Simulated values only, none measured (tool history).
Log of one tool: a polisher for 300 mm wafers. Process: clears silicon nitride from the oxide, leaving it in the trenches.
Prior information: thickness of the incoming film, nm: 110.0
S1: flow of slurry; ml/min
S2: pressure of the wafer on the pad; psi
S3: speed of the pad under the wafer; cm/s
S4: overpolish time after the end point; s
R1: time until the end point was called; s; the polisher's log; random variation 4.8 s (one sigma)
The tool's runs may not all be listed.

run,day,S1,S2,S3,S4,R1
1,0,220,2.5,80,34,153.83
2,0.192,220,2.9,80,34,136.08
3,0.525,195,2.9,80,34,140.61
4,0.792,190,2.4,78,34,156.88
5,1.167,190,2.1,70,34,192.28
6,1.321,190,2.1,70,34,191.42

What will run 7 give?
7,1.579,190,1.9,68,34,?

R1: 212.49 s
